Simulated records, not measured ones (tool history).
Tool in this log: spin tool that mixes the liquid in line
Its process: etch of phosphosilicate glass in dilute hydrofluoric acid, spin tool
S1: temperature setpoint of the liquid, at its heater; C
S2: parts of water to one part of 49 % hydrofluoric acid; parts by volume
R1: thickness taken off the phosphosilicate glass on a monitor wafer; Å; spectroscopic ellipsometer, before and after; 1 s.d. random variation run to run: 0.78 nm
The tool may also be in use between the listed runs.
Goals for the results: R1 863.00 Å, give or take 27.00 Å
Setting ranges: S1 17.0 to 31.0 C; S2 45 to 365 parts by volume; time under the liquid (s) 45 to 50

run 1 hour=0.0 | S1=23.0 S2=205 time_under_the_liquid_(s)=45 | R1=342.33
run 2 hour=6.0 | S1=24.5 S2=180 time_under_the_liquid_(s)=45 | R1=425.78
run 3 hour=10.2 | S1=26.0 S2=165 time_under_the_liquid_(s)=45 | R1=506.59
run 4 hour=14.9 | S1=26.0 S2=215 time_under_the_liquid_(s)=45 | R1=366.85
run 5 hour=19.0 | S1=26.0 S2=280 time_under_the_liquid_(s)=45 | R1=258.52
run 6 hour=27.6 | S1=26.0 S2=280 time_under_the_liquid_(s)=45 | R1=261.51
run 7 hour=31.7 | S1=27.0 S2=240 time_under_the_liquid_(s)=45 | R1=328.13
run 8 hour=35.5 | S1=28.0 S2=205 time_under_the_liquid_(s)=45 | R1=412.20

Below are 4 possible settings for the next run. Only one of them brings all results inside the allowed miss of their targets. Which is it?
run A hour=39.3 | S1=31.0 S2=110 time_under_the_liquid_(s)=50 | R1=?
run B hour=39.3 | S1=31.0 S2=175 time_under_the_liquid_(s)=50 | R1=?
run C hour=39.3 | S1=28.5 S2=95 time_under_the_liquid_(s)=50 | R1=?
run D hour=39.3 | S1=26.5 S2=115 time_under_the_liquid_(s)=50 | R1=?

move=A R1=1064.30
move=B R1=612.57
move=C R1=1145.90
move=D R1=854.05
A: takes the biggest miss from the last run beyond its target
B: moves toward the targets from the last run without getting all of them in spec
C: takes the biggest miss from the last run beyond its target
D: all results in spec
The right move is D.

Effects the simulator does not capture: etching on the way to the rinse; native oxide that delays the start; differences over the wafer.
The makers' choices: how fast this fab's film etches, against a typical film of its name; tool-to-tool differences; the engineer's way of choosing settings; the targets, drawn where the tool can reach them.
